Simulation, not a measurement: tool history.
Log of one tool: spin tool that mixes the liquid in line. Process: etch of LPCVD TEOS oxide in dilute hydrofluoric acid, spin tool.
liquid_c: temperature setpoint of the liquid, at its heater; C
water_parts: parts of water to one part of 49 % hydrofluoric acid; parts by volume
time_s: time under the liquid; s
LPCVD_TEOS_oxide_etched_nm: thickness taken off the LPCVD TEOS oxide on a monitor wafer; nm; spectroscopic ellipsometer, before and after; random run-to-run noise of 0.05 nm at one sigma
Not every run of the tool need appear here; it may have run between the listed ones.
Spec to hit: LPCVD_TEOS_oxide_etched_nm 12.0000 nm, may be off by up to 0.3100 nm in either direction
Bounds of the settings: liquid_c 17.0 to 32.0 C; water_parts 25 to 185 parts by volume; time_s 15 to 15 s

{"run": 1, "hour": 0.0, "liquid_c": 24.0, "water_parts": 105, "time_s": 15, "LPCVD_TEOS_oxide_etched_nm": 6.3485}
{"run": 2, "hour": 3.4, "liquid_c": 24.0, "water_parts": 105, "time_s": 15, "LPCVD_TEOS_oxide_etched_nm": 6.3812}
{"run": 3, "hour": 11.3, "liquid_c": 26.5, "water_parts": 95, "time_s": 15, "LPCVD_TEOS_oxide_etched_nm": 7.8629}
{"run": 4, "hour": 18.6, "liquid_c": 26.5, "water_parts": 95, "time_s": 15, "LPCVD_TEOS_oxide_etched_nm": 7.8883}
{"run": 5, "hour": 27.1, "liquid_c": 28.5, "water_parts": 90, "time_s": 15, "LPCVD_TEOS_oxide_etched_nm": 9.0647}
{"run": 6, "hour": 29.8, "liquid_c": 28.5, "water_parts": 90, "time_s": 15, "LPCVD_TEOS_oxide_etched_nm": 9.0841}
{"run": 7, "hour": 33.1, "liquid_c": 29.5, "water_parts": 85, "time_s": 15, "LPCVD_TEOS_oxide_etched_nm": 9.9973}
{"run": 8, "hour": 41.0, "liquid_c": 32.0, "water_parts": 75, "time_s": 15, "LPCVD_TEOS_oxide_etched_nm": 12.694}
{"run": 9, "hour": 42.6, "liquid_c": 31.5, "water_parts": 75, "time_s": 15, "LPCVD_TEOS_oxide_etched_nm": 12.451}

Pick the move, out of 4, that brings all results within their allowed miss; only one does.
{"run": "A", "hour": 44.2, "liquid_c": 28.5, "water_parts": 70, "time_s": 15, "LPCVD_TEOS_oxide_etched_nm": "?"}
{"run": "B", "hour": 44.2, "liquid_c": 32.0, "water_parts": 75, "time_s": 15, "LPCVD_TEOS_oxide_etched_nm": "?"}
{"run": "C", "hour": 44.2, "liquid_c": 32.0, "water_parts": 70, "time_s": 15, "LPCVD_TEOS_oxide_etched_nm": "?"}
{"run": "D", "hour": 44.2, "liquid_c": 30.5, "water_parts": 70, "time_s": 15, "LPCVD_TEOS_oxide_etched_nm": "?"}

move=A LPCVD_TEOS_oxide_etched_nm=11.9780
move=B LPCVD_TEOS_oxide_etched_nm=12.6900
move=C LPCVD_TEOS_oxide_etched_nm=13.7020
move=D LPCVD_TEOS_oxide_etched_nm=12.9410
A: in spec on every target
B: misses by more than the last run did
C: misses by more than the last run did
D: misses by more than the last run did
The move that meets every target is A.
